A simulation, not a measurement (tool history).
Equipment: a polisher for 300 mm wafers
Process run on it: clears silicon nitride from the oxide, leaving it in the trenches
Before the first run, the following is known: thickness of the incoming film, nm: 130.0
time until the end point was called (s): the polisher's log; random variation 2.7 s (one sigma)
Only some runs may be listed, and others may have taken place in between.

| run | hour | flow of slurry (ml/min) | pressure of the wafer on the pad (kPa) | speed of the pad under the wafer (cm/s) | overpolish time after the end point (s) | time until the end point was called (s) |
|---|---|---|---|---|---|---|
| 1 | 0.0 | 170 | 17.2 | 110 | 10 | 153.72 |
| 2 | 4.8 | 170 | 16.5 | 110 | 10 | 162.26 |
| 3 | 7.3 | 170 | 16.5 | 110 | 10 | 156.06 |
| 4 | 12.4 | 135 | 16.5 | 110 | 10 | 163.41 |
| 5 | 16.5 | 135 | 15.9 | 110 | 10 | 169.29 |
| 6 | 20.2 | 135 | 15.2 | 110 | 10 | 178.63 |
| 7 | 24.5 | 135 | 14.5 | 110 | 10 | 184.25 |
| 8 | 30.1 | 135 | 13.8 | 110 | 10 | 192.68 |
| 9 | 37.1 | 135 | 13.1 | 110 | 10 | 199.31 |

The next listed run, before its measurement:
|  | 38.8 | worn pad replaced by a new one |
| 10 | 38.8 | 135 | 12.4 | 110 | 10 | ? |

time until the end point was called (s): 191.80
